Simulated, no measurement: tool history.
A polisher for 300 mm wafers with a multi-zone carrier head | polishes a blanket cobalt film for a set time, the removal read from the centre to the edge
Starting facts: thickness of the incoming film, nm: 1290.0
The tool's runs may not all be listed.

run	hour	flow of slurry (ml/min)	pressure of the head's centre zone	pressure of the head's middle zone	pressure of the head's edge zone	polishing time (s)	film removed at the wafer's centre (nm)	film removed at mid-radius (nm)	film removed at the wafer's edge (nm)
1	0	150	1	1	1	33	141.97	144.51	140.88
2	4.8	145	0.99	1	0.98	31	132.05	134.85	129.42
3	6.7	145	1.07	1	0.98	31	145.04	132.54	128.69
4	14.1	145	1.07	1	0.98	26	119.79	110.71	111.02
5	16.9	175	1.07	1	0.98	26	126.48	117.26	112.55
6	25.6	175	1.07	1	1.02	26	121.78	115.44	113
7	27.6	175	1.06	1	1.01	25	116.26	112.83	108.93
8	33.2	175	1.05	1	1	24	108.92	106.61	105.62

For run 9, what comes out?
9	40.2	175	1.04	1.01	0.98	23	?	?	?

film removed at the wafer's centre (nm): 105.58
film removed at mid-radius (nm): 104.41
film removed at the wafer's edge (nm): 99.77
